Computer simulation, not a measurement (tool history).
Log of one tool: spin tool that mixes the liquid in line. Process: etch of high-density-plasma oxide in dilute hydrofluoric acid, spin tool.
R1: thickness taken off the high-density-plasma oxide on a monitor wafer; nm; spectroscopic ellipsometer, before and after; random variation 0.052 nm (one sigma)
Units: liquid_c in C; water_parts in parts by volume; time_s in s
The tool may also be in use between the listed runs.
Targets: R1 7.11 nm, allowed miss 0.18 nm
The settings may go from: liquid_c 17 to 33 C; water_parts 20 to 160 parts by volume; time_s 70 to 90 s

Run 1, day 0: liquid_c 25 C, water_parts 90 parts by volume, time_s 90 s. Result: R1 5.2734 nm.
Run 2, day 0.333: liquid_c 25 C, water_parts 90 parts by volume, time_s 70 s. Result: R1 4.1001 nm.
Run 3, day 0.433: liquid_c 25 C, water_parts 105 parts by volume, time_s 70 s. Result: R1 3.4947 nm.
Run 4, day 0.596: liquid_c 27.5 C, water_parts 95 parts by volume, time_s 70 s. Result: R1 4.293 nm.
Run 5, day 0.704: liquid_c 27.5 C, water_parts 95 parts by volume, time_s 90 s. Result: R1 5.4902 nm.
Run 6, day 0.746: liquid_c 29 C, water_parts 95 parts by volume, time_s 90 s. Result: R1 5.8014 nm.
Run 7, day 0.9: liquid_c 29 C, water_parts 95 parts by volume, time_s 90 s. Result: R1 5.8825 nm.
Run 8, day 0.983: liquid_c 30 C, water_parts 95 parts by volume, time_s 90 s. Result: R1 5.9294 nm.
Run 9, day 1.175: liquid_c 31 C, water_parts 95 parts by volume, time_s 90 s. Result: R1 6.1788 nm.
Run 10, day 1.225: liquid_c 31.5 C, water_parts 95 parts by volume, time_s 90 s. Result: R1 6.4604 nm.
Run 11, day 1.267: liquid_c 32 C, water_parts 95 parts by volume, time_s 90 s. Result: R1 6.4424 nm.
Run 12, day 1.388: liquid_c 32.5 C, water_parts 95 parts by volume, time_s 90 s. Result: R1 6.6591 nm.
Run 13, day 1.658: liquid_c 33 C, water_parts 95 parts by volume, time_s 90 s. Result: R1 6.774 nm.

5 next moves are on the table. One of them brings every result within its allowed miss. Which?
Run A, day 1.929: liquid_c 32.5 C, water_parts 90 parts by volume, time_s 90 s. Result: R1 ?.
Run B, day 1.929: liquid_c 32.5 C, water_parts 80 parts by volume, time_s 85 s. Result: R1 ?.
Run C, day 1.929: liquid_c 32.5 C, water_parts 85 parts by volume, time_s 75 s. Result: R1 ?.
Run D, day 1.929: liquid_c 32 C, water_parts 75 parts by volume, time_s 70 s. Result: R1 ?.
Run E, day 1.929: liquid_c 33 C, water_parts 85 parts by volume, time_s 90 s. Result: R1 ?.

move      R1
   A  7.0366
   B  7.5921
   C  6.2564
   D  6.5961
   E  7.6481
A: meets every target
B: takes the result that was furthest off past its target
C: further off than the last run
D: further off than the last run
E: takes the result that was furthest off past its target
The right move is A.
